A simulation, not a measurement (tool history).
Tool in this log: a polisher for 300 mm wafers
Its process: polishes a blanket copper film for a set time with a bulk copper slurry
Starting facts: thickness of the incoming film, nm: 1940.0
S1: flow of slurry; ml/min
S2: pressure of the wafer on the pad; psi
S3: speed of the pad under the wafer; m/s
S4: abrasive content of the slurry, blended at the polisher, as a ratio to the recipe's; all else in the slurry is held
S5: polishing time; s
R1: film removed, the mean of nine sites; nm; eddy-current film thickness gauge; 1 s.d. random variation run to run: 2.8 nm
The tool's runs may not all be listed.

Run 1, hour 0.0: S1 220 ml/min, S2 2.4 psi, S3 1.40 m/s, S4 1.0, S5 29 s. Result: R1 314.30 nm.
Run 2, hour 7.7: S1 220 ml/min, S2 2.4 psi, S3 1.40 m/s, S4 0.9, S5 29 s. Result: R1 309.96 nm.
Run 3, hour 10.3: S1 220 ml/min, S2 2.3 psi, S3 1.40 m/s, S4 0.9, S5 29 s. Result: R1 299.92 nm.
Run 4, hour 12.2: S1 220 ml/min, S2 2.2 psi, S3 1.40 m/s, S4 0.9, S5 29 s. Result: R1 283.73 nm.
At hour 20.3: worn pad replaced by a new one.
Run 5, hour 20.3: S1 220 ml/min, S2 2.0 psi, S3 1.40 m/s, S4 0.9, S5 29 s. Result: R1 278.74 nm.
Run 6, hour 21.3: S1 220 ml/min, S2 2.0 psi, S3 1.40 m/s, S4 0.9, S5 29 s. Result: R1 278.00 nm.
Run 7, hour 26.8: S1 220 ml/min, S2 1.9 psi, S3 1.40 m/s, S4 0.9, S5 29 s. Result: R1 266.19 nm.

Forecast run 8:
Run 8, hour 31.7: S1 220 ml/min, S2 1.8 psi, S3 1.40 m/s, S4 0.9, S5 29 s. Result: R1 ?.

Run 8 came out at R1 248.88 nm.
